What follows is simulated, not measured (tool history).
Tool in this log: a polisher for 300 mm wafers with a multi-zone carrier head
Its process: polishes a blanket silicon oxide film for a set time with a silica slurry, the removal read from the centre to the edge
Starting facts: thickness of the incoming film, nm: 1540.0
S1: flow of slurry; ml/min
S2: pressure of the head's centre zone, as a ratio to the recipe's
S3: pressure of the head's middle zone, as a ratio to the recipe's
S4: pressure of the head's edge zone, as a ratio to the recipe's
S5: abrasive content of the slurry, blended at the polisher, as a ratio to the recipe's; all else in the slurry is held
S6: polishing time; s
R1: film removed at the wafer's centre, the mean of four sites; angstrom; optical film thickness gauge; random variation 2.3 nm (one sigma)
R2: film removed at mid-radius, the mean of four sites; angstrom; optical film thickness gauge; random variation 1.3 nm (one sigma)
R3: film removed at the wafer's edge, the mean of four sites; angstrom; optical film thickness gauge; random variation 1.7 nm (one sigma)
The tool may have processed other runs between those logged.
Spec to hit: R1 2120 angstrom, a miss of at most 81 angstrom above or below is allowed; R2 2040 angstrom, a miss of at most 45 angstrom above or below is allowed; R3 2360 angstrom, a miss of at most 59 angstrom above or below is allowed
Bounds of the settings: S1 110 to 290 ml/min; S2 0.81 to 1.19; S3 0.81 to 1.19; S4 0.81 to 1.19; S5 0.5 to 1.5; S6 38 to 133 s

Run 1, hour 0: S1 185 ml/min, S2 1, S3 1, S4 1, S5 1, S6 85 s. Result: R1 2036.9 angstrom, R2 2075.6 angstrom, R3 2088.3 angstrom.
Run 2, hour 1.5: S1 185 ml/min, S2 1, S3 1, S4 1.06, S5 1, S6 85 s. Result: R1 2088.8 angstrom, R2 2060.9 angstrom, R3 2144.6 angstrom.
Run 3, hour 2.1: S1 185 ml/min, S2 1, S3 1, S4 0.99, S5 1, S6 85 s. Result: R1 2018.4 angstrom, R2 2100 angstrom, R3 2067.1 angstrom.
Run 4, hour 8.7: S1 185 ml/min, S2 1, S3 1, S4 0.93, S5 1, S6 85 s. Result: R1 2050.6 angstrom, R2 2104 angstrom, R3 2049.7 angstrom.
Run 5, hour 16.5: S1 185 ml/min, S2 1, S3 1, S4 0.97, S5 1, S6 85 s. Result: R1 2038.8 angstrom, R2 2109.7 angstrom, R3 2054.2 angstrom.
Run 6, hour 19.8: S1 185 ml/min, S2 1, S3 1, S4 0.97, S5 0.95, S6 85 s. Result: R1 2009.2 angstrom, R2 2023.3 angstrom, R3 2002.1 angstrom.
Run 7, hour 23.1: S1 190 ml/min, S2 0.99, S3 0.99, S4 1, S5 0.95, S6 85 s. Result: R1 1943.2 angstrom, R2 2034.1 angstrom, R3 2034.5 angstrom.
Run 8, hour 27.5: S1 195 ml/min, S2 0.99, S3 0.98, S4 1.03, S5 0.95, S6 85 s. Result: R1 1948.6 angstrom, R2 2011.9 angstrom, R3 2067.5 angstrom.
Run 9, hour 35.7: S1 195 ml/min, S2 0.99, S3 0.98, S4 1.03, S5 0.95, S6 85 s. Result: R1 2004.1 angstrom, R2 2020.5 angstrom, R3 2075.8 angstrom.
Run 10, hour 38.8: S1 240 ml/min, S2 0.99, S3 0.92, S4 1.13, S5 1, S6 85 s. Result: R1 2120.8 angstrom, R2 2002.4 angstrom, R3 2263.3 angstrom.
Run 11, hour 43.4: S1 240 ml/min, S2 0.99, S3 0.92, S4 1.14, S5 1, S6 85 s. Result: R1 2109.8 angstrom, R2 2029.9 angstrom, R3 2302.4 angstrom.

5 next moves are on the table. One of them brings every result within its allowed miss. Which?
Run A, hour 48: S1 235 ml/min, S2 1.05, S3 0.89, S4 1.19, S5 1.15, S6 79 s. Result: R1 ?, R2 ?, R3 ?.
Run B, hour 48: S1 250 ml/min, S2 0.97, S3 0.91, S4 1.08, S5 1, S6 85 s. Result: R1 ?, R2 ?, R3 ?.
Run C, hour 48: S1 240 ml/min, S2 0.98, S3 0.91, S4 1.16, S5 1.05, S6 85 s. Result: R1 ?, R2 ?, R3 ?.
Run D, hour 48: S1 255 ml/min, S2 1.09, S3 1, S4 1.18, S5 0.6, S6 112 s. Result: R1 ?, R2 ?, R3 ?.
Run E, hour 48: S1 290 ml/min, S2 0.97, S3 0.95, S4 1.11, S5 1.05, S6 81 s. Result: R1 ?, R2 ?, R3 ?.

move      R1      R2      R3
   A    2256  1964.2  2327.5
   B  2114.2  2029.2  2240.8
   C  2176.3  2068.1  2371.8
   D  2311.5  2127.9  2273.5
   E  2101.9  2085.2  2244.4
A: the worst result of the last run now meets its target, but another is out of spec
B: further off than the last run
C: in spec on every target
D: further off than the last run
E: further off than the last run
Answer: C
